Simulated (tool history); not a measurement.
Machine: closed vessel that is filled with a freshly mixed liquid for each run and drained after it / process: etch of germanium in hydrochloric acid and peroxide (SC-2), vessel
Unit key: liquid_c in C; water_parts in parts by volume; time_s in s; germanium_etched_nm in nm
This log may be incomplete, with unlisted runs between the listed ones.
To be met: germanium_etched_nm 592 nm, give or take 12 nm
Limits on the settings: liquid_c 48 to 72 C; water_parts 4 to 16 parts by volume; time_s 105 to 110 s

run    day  liquid_c  water_parts  time_s  germanium_etched_nm
  1      0        64            9     105               452.17
  2  0.267        65          8.5     105               465.18
  3  0.392        65          8.5     105               468.92
  4  0.512        66          8.5     105               487.23
  5  0.817        66           11     105               472.59
  6  0.992        67           11     105               481.32
  7  1.196        67           11     105                479.6
  8  1.421      67.5         10.5     105               493.65
  9  1.746        68           10     105               499.12
 10  1.925      68.5          9.5     105               507.85
 11    2.3      68.5          9.5     105               510.17
 12  2.362        69            9     105               525.65
 13  2.675        72          7.5     105               579.55

Below are 4 possible settings for the next run. Only one of them brings all results inside the allowed miss of their targets. Which is it?
  A  2.988      71.5          8.5     105                    ?
  B  2.988        71            7     105                    ?
  C  2.988        72            6     110                    ?
  D  2.988        72            9     110                    ?

move  germanium_etched_nm
   A               560.36
   B               562.35
   C               612.18
   D               591.52
A: the biggest miss grows against the last run
B: the biggest miss grows against the last run
C: takes the biggest miss from the last run beyond its target
D: hits every target within its allowed miss
D meets every target.
